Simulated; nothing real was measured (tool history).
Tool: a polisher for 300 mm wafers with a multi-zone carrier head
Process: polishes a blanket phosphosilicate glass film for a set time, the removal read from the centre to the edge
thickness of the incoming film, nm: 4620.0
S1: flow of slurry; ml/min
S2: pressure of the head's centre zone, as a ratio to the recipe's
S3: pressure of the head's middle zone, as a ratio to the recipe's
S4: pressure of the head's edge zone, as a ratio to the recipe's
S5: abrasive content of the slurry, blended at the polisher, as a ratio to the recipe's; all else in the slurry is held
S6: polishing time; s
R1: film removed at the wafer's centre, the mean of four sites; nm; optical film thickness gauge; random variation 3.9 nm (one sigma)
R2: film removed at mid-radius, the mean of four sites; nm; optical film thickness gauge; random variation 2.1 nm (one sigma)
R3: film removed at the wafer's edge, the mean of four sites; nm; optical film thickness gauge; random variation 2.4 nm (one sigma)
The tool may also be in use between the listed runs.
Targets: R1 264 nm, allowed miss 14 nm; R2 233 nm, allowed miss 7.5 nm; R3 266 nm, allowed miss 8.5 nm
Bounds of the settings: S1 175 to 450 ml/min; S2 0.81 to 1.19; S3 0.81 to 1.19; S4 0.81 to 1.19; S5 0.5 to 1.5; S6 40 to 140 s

{"run": 1, "hour": 0.0, "S1": 290, "S2": 1, "S3": 1, "S4": 1, "S5": 1, "S6": 90, "R1": 495.9, "R2": 491.4, "R3": 493.97}
{"run": 2, "hour": 5.2, "S1": 285, "S2": 0.99, "S3": 0.97, "S4": 0.99, "S5": 0.9, "S6": 84, "R1": 438.42, "R2": 427.89, "R3": 434.12}
{"run": 3, "hour": 12.0, "S1": 285, "S2": 0.99, "S3": 0.93, "S4": 0.99, "S5": 0.9, "S6": 84, "R1": 440.67, "R2": 412.42, "R3": 437.79}
{"run": 4, "hour": 20.4, "S1": 285, "S2": 0.99, "S3": 0.93, "S4": 1.03, "S5": 0.9, "S6": 84, "R1": 437.11, "R2": 411.14, "R3": 449.48}
{"run": 5, "hour": 21.7, "S1": 280, "S2": 0.98, "S3": 0.91, "S4": 1.02, "S5": 0.8, "S6": 79, "R1": 385.55, "R2": 363.07, "R3": 395.44}
{"run": 6, "hour": 23.9, "S1": 280, "S2": 0.98, "S3": 0.91, "S4": 1.02, "S5": 0.95, "S6": 79, "R1": 434.61, "R2": 389.27, "R3": 431.49}
{"run": 7, "hour": 26.1, "S1": 275, "S2": 0.98, "S3": 0.89, "S4": 1.01, "S5": 0.85, "S6": 75, "R1": 377.18, "R2": 344.05, "R3": 387.08}
{"run": 8, "hour": 30.4, "S1": 270, "S2": 0.98, "S3": 0.88, "S4": 0.99, "S5": 0.8, "S6": 73, "R1": 362.82, "R2": 328.03, "R3": 364.38}

4 next moves are on the table. One of them brings every result within its allowed miss. Which?
{"run": "A", "hour": 34.7, "S1": 315, "S2": 0.92, "S3": 0.81, "S4": 0.89, "S5": 0.65, "S6": 60, "R1": "?", "R2": "?", "R3": "?"}
{"run": "B", "hour": 34.7, "S1": 230, "S2": 0.99, "S3": 0.95, "S4": 0.99, "S5": 0.5, "S6": 65, "R1": "?", "R2": "?", "R3": "?"}
{"run": "C", "hour": 34.7, "S1": 220, "S2": 0.89, "S3": 0.81, "S4": 1.12, "S5": 0.6, "S6": 53, "R1": "?", "R2": "?", "R3": "?"}
{"run": "D", "hour": 34.7, "S1": 255, "S2": 0.86, "S3": 1.03, "S4": 0.92, "S5": 1, "S6": 46, "R1": "?", "R2": "?", "R3": "?"}

move=A R1=261.05 R2=234.49 R3=266.88
move=B R1=258.67 R2=252 R3=265.9
move=C R1=209.29 R2=193.21 R3=247.95
move=D R1=221.45 R2=254.95 R3=241.66
A: meets every target
B: nearer than the last run, and not there yet
C: takes the result that was furthest off past its target
D: nearer than the last run, and not there yet
The right move is A.
